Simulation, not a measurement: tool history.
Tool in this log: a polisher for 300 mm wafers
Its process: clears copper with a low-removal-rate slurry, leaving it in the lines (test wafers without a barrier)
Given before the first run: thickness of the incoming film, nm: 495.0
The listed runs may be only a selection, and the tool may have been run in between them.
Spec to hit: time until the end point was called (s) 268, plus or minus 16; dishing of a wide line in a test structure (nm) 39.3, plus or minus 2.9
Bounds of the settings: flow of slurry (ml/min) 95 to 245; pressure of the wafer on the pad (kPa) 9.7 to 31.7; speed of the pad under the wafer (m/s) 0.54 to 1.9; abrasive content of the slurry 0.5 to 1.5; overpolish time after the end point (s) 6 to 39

| run | hour | flow of slurry (ml/min) | pressure of the wafer on the pad (kPa) | speed of the pad under the wafer (m/s) | abrasive content of the slurry | overpolish time after the end point (s) | time until the end point was called (s) | dishing of a wide line in a test structure (nm) |
|---|---|---|---|---|---|---|---|---|
| 1 | 0 | 155 | 20.7 | 1.22 | 1 | 20 | 143.74 | 43.496 |
| 2 | 7.3 | 155 | 20.7 | 1.22 | 0.9 | 20 | 148.58 | 41.589 |
| 3 | 12.2 | 155 | 18.6 | 1.2 | 0.9 | 22 | 165.65 | 43.043 |
| 4 | 18.2 | 155 | 17.2 | 1.18 | 0.9 | 23 | 179.32 | 41.902 |
| 5 | 26.8 | 155 | 13.8 | 1.18 | 0.9 | 23 | 211.91 | 36.385 |
|  | 35.5 | head pressure recalibrated |
| 6 | 35.5 | 155 | 13.8 | 1.18 | 0.9 | 28 | 217.47 | 39.271 |
| 7 | 42.4 | 155 | 13.1 | 1.18 | 0.9 | 29 | 229.99 | 38.923 |
| 8 | 48.4 | 155 | 12.4 | 1.18 | 0.9 | 30 | 251.13 | 38.254 |

4 candidate next runs follow, results not yet known. Just one meets every target within its allowed miss. Identify it.
| A | 54.4 | 200 | 9.7 | 1.4 | 0.85 | 25 | ? | ? |
| B | 54.4 | 175 | 12.4 | 1.02 | 1 | 33 | ? | ? |
| C | 54.4 | 165 | 13.1 | 1.18 | 0.8 | 32 | ? | ? |
| D | 54.4 | 115 | 12.4 | 1.28 | 0.85 | 25 | ? | ? |

| move | time until the end point was called (s) | dishing of a wide line in a test structure (nm) |
|---|---|---|
| A | 236.52 | 34.503 |
| B | 272.61 | 38.532 |
| C | 240.72 | 41.322 |
| D | 246.02 | 33.776 |
A: moves away from the targets compared with the last run
B: meets every target
C: moves away from the targets compared with the last run
D: moves away from the targets compared with the last run
The right move is B.
